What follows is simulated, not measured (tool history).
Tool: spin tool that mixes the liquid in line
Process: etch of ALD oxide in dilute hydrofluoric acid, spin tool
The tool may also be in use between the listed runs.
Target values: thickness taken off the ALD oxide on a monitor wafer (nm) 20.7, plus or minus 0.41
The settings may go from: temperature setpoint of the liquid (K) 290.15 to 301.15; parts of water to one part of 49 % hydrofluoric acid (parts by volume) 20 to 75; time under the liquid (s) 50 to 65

| run | hour | temperature setpoint of the liquid (K) | parts of water to one part of 49 % hydrofluoric acid (parts by volume) | time under the liquid (s) | thickness taken off the ALD oxide on a monitor wafer (nm) |
|---|---|---|---|---|---|
| 1 | 0 | 293.15 | 45 | 65 | 12.945 |
| 2 | 1.1 | 290.15 | 45 | 65 | 11.312 |
| 3 | 1.8 | 293.15 | 45 | 65 | 12.945 |
| 4 | 5.1 | 295.15 | 45 | 65 | 14.05 |
| 5 | 11.2 | 296.65 | 45 | 65 | 14.929 |
| 6 | 14 | 296.65 | 45 | 65 | 14.916 |
| 7 | 16.1 | 297.65 | 45 | 65 | 15.561 |
| 8 | 20.9 | 298.65 | 45 | 65 | 16.344 |
| 9 | 26.5 | 299.15 | 45 | 65 | 16.584 |
| 10 | 27.6 | 299.65 | 45 | 65 | 17.022 |
| 11 | 35.7 | 300.15 | 45 | 65 | 17.252 |
| 12 | 36.6 | 300.65 | 45 | 65 | 17.29 |
| 13 | 40.9 | 301.15 | 40 | 65 | 20.25 |
| 14 | 49.2 | 300.65 | 40 | 65 | 19.723 |
| 15 | 50.4 | 301.15 | 40 | 65 | 20.203 |
| 16 | 54.6 | 300.65 | 40 | 65 | 20.124 |
| 17 | 56 | 301.15 | 40 | 65 | 20.208 |
| 18 | 61.6 | 300.65 | 40 | 65 | 19.832 |
| 19 | 63.1 | 301.15 | 40 | 65 | 20.358 |
| 20 | 71.7 | 300.65 | 40 | 65 | 19.96 |
| 21 | 75.6 | 301.15 | 40 | 65 | 20.131 |
| 22 | 79.6 | 300.65 | 40 | 65 | 19.931 |
| 23 | 85.1 | 301.15 | 40 | 65 | 20.17 |
| 24 | 93.2 | 300.65 | 40 | 65 | 19.88 |
| 25 | 94.9 | 301.15 | 40 | 65 | 20.142 |
| 26 | 102.6 | 300.65 | 40 | 65 | 19.639 |
| 27 | 108.8 | 301.15 | 40 | 65 | 20.423 |
| 28 | 117.6 | 300.65 | 40 | 65 | 19.921 |
| 29 | 121.5 | 301.15 | 40 | 65 | 20.224 |
| 30 | 126.5 | 300.65 | 40 | 65 | 20.073 |

4 candidate next runs follow, results not yet known. Just one meets every target within its allowed miss. Identify it.
| A | 131.5 | 301.15 | 35 | 55 | ? |
| B | 131.5 | 300.65 | 30 | 50 | ? |
| C | 131.5 | 300.15 | 35 | 55 | ? |
| D | 131.5 | 300.65 | 35 | 55 | ? |

| move | thickness taken off the ALD oxide on a monitor wafer (nm) |
|---|---|
| A | 19.872 |
| B | 20.807 |
| C | 19.082 |
| D | 19.474 |
A: its largest miss is bigger than the last run's
B: in spec on every target
C: its largest miss is bigger than the last run's
D: its largest miss is bigger than the last run's
Move B is the one to make.

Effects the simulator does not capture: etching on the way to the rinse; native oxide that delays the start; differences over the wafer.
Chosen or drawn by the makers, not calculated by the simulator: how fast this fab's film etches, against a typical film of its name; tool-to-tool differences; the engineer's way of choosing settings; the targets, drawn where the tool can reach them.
